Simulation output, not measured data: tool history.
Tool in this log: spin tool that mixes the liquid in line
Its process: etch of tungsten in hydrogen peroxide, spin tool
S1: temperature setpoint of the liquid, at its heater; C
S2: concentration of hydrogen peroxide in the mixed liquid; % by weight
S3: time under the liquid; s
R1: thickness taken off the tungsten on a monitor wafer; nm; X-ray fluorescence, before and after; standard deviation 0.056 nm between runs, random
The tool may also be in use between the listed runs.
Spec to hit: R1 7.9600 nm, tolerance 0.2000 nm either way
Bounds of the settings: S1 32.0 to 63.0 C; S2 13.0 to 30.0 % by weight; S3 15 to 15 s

run,hour,S1,S2,S3,R1
1,0.0,47.0,26.0,15,15.0360
2,3.5,44.0,26.0,15,12.1500
3,5.8,42.0,26.0,15,10.9850
4,7.4,45.5,26.0,15,13.7000
5,9.2,43.0,26.0,15,11.6620
6,10.9,43.0,21.0,15,10.4170
7,13.1,43.0,21.0,15,10.4670
8,19.1,41.5,21.0,15,9.3991
9,24.3,40.5,21.0,15,8.9480
10,33.3,40.0,21.0,15,8.5472
11,40.4,39.5,21.0,15,8.3126

Exercise: of the 5 proposed moves below, exactly one satisfies all targets within the stated allowed misses. Which move is it?
A,47.5,41.0,20.0,15,?
B,47.5,41.0,20.5,15,?
C,47.5,39.0,20.5,15,?
D,47.5,41.0,18.0,15,?
E,47.5,39.0,24.0,15,?

move,R1
A,8.8485
B,8.9584
C,7.8501
D,8.3944
E,8.4938
A: moves away from the targets compared with the last run
B: moves away from the targets compared with the last run
C: all results in spec
D: moves away from the targets compared with the last run
E: moves away from the targets compared with the last run
So the answer is move C, the one that meets all the targets.
